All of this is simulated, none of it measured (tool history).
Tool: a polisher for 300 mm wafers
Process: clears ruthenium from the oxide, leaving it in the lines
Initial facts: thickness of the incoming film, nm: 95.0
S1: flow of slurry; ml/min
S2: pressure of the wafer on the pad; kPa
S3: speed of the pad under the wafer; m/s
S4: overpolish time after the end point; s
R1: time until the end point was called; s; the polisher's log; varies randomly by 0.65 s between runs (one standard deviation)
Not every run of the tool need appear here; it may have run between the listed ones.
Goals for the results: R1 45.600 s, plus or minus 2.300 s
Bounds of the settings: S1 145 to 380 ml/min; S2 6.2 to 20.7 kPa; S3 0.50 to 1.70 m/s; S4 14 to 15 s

run,hour,S1,S2,S3,S4,R1
1,0.0,245,13.1,1.10,14,78.973
2,6.4,245,14.5,1.10,14,68.961
3,11.9,245,15.2,1.10,14,68.938
4,14.6,245,15.2,1.10,15,67.395
5,17.0,245,15.9,1.10,15,65.011
6,23.9,245,16.5,1.10,15,61.317
7,31.9,245,20.7,1.12,15,49.985
8,37.5,245,20.7,1.14,15,49.216

4 next moves are on the table. One of them brings every result within its allowed miss. Which?
A,43.1,210,18.6,0.96,15,?
B,43.1,290,20.7,1.18,15,?
C,43.1,235,19.3,0.92,15,?
D,43.1,250,20.7,0.96,14,?

move,R1
A,62.612
B,46.296
C,61.549
D,55.289
A: misses by more than the last run did
B: all results in spec
C: misses by more than the last run did
D: misses by more than the last run did
So the answer is move B, the one that meets all the targets.

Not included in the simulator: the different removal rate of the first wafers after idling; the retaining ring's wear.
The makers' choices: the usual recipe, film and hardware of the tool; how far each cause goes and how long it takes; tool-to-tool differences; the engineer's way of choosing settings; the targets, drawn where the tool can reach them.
